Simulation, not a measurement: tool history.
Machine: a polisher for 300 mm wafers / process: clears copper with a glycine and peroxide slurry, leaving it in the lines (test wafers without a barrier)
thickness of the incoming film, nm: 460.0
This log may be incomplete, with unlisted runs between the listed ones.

run	hour	flow of slurry (ml/min)	pressure of the wafer on the pad (kPa)	speed of the pad under the wafer (m/s)	overpolish time after the end point (s)	time until the end point was called (s)	dishing of a wide line in a test structure (nm)
1	0	195	17.2	0.82	26	92.56	84.493
2	8.3	195	15.2	0.82	26	99.531	77.109
3	10.9	215	15.2	0.82	26	95.89	74.202
4	12.1	225	16.5	0.82	26	90.473	81.289
5	18.6	235	17.9	0.82	26	84.877	85.356
6	27.5	235	17.9	0.7	26	96.467	78.356
7	33.5	240	19.3	0.7	25	95.375	80.247
8	39.9	240	24.1	0.88	20	66.375	87.622
9	45.7	235	24.1	0.88	21	64.747	92.093

What will run 10 give?
10	50.8	235	23.4	0.88	22	?	?

time until the end point was called (s): 66.941
dishing of a wide line in a test structure (nm): 90.697
